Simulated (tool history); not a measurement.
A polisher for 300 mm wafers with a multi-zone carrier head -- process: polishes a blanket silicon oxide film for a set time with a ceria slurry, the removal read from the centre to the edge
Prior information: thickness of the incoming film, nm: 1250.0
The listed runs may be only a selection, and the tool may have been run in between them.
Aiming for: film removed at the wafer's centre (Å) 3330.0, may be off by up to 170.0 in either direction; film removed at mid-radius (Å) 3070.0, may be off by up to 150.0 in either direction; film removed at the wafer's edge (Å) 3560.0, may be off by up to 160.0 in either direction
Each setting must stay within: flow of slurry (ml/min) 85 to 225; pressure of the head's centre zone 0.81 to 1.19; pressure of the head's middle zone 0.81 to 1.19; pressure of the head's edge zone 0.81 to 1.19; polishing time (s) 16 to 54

run  hour  flow of slurry (ml/min)  pressure of the head's centre zone  pressure of the head's middle zone  pressure of the head's edge zone  polishing time (s)  film removed at the wafer's centre (Å)  film removed at mid-radius (Å)  film removed at the wafer's edge (Å)
  1   0.0                      145                                1.00                                1.00                              1.00                  35                                  2704.5                          2652.0                                2682.9
  2   2.2                      145                                1.00                                0.99                              1.02                  36                                  2773.5                          2663.9                                2709.8
  3   7.5                      145                                1.00                                0.99                              1.02                  31                                  2372.0                          2366.2                                2397.8
  4  15.4                      145                                1.00                                0.95                              1.02                  31                                  2389.2                          2248.1                                2373.7
  5  19.1                      165                                1.00                                0.95                              1.02                  31                                  2450.2                          2340.1                                2400.3
  6  26.5                      160                                0.99                                0.95                              1.03                  33                                  2509.9                          2398.4                                2603.8
  7  27.6                      160                                0.99                                0.95                              1.03                  33                                  2520.3                          2486.4                                2596.0
  8  30.7                      160                                0.99                                0.94                              1.04                  34                                  2597.3                          2444.2                                2703.0
  9  33.9                      165                                0.99                                0.95                              1.05                  35                                  2729.4                          2605.2                                2803.5
 10  37.2                      165                                0.99                                0.95                              1.06                  36                                  2790.7                          2653.2                                2888.1
 11  42.8                      165                                0.99                                0.95                              1.07                  37                                  2901.0                          2811.4                                2945.4
 12  45.6                      165                                0.99                                0.94                              1.07                  38                                  2968.0                          2733.3                                3077.8
 13  49.3                      170                                0.99                                0.94                              1.08                  38                                  2959.8                          2805.5                                3073.6
 14  53.3                      170                                0.99                                0.94                              1.09                  38                                  2987.8                          2838.0                                3061.3
 15  58.4                      170                                0.99                                0.93                              1.09                  38                                  2946.5                          2751.2                                3094.8
 16  62.5                      180                                0.99                                0.92                              1.11                  40                                  3136.0                          2932.4                                3399.9
 17  65.9                      190                                1.01                                0.92                              1.12                  40                                  3189.0                          2931.2                                3368.2

Exactly one of the 5 candidate moves below puts every result within its allowed miss. Which one?
  A  69.3                      185                                1.11                                0.86                              1.10                  39                                       ?                               ?                                     ?
  B  69.3                      185                                1.11                                1.04                              1.02                  39                                       ?                               ?                                     ?
  C  69.3                      225                                1.05                                0.99                              1.04                  39                                       ?                               ?                                     ?
  D  69.3                      175                                0.89                                0.82                              1.19                  46                                       ?                               ?                                     ?
  E  69.3                      175                                0.97                                0.89                              1.12                  43                                       ?                               ?                                     ?

move  film removed at the wafer's centre (Å)  film removed at mid-radius (Å)  film removed at the wafer's edge (Å)
   A                                  3433.2                          2676.4                                3207.3
   B                                  3437.6                          3138.0                                3081.8
   C                                  3356.8                          3082.4                                3167.8
   D                                  3299.1                          3017.0                                3921.1
   E                                  3329.2                          3015.9                                3548.8
A: misses by more than the last run did
B: misses by more than the last run did
C: misses by more than the last run did
D: takes the biggest miss from the last run beyond its target
E: all results land within tolerance of their targets
E meets every target.

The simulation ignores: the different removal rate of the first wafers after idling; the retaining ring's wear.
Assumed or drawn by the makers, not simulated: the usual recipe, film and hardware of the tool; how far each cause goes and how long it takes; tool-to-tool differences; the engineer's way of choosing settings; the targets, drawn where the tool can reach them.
